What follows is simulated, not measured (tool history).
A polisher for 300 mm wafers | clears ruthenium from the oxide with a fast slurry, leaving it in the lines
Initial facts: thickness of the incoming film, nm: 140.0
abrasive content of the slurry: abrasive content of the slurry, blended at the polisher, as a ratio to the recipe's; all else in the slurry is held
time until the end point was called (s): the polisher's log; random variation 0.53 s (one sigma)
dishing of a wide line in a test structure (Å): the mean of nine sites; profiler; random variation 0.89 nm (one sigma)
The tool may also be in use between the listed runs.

run	hour	flow of slurry (ml/min)	pressure of the wafer on the pad (psi)	speed of the pad under the wafer (m/s)	abrasive content of the slurry	overpolish time after the end point (s)	time until the end point was called (s)	dishing of a wide line in a test structure (Å)
1	0.0	305	1.9	1.20	1.0	30	46.035	735.20
2	0.8	375	1.9	1.20	1.0	30	44.977	756.71
3	4.2	370	1.8	1.20	1.0	30	47.683	720.68
4	13.0	435	1.8	1.20	1.0	30	46.997	742.08
5	17.1	435	1.8	1.20	1.0	20	47.017	519.63
6	25.6	390	1.8	1.20	1.0	20	47.191	524.98
7	29.5	390	1.7	1.20	1.0	22	50.246	546.31
8	34.6	390	1.7	1.20	1.0	23	50.082	554.22
9	35.9	390	1.7	1.20	1.0	24	50.555	576.18
10	38.6	390	1.7	1.20	1.0	25	50.737	592.60

Predict the results of run 11:
11	43.1	390	1.7	1.20	1.0	25	?	?

Run 11 produced time until the end point was called (s) 49.751, dishing of a wide line in a test structure (Å) 604.93.
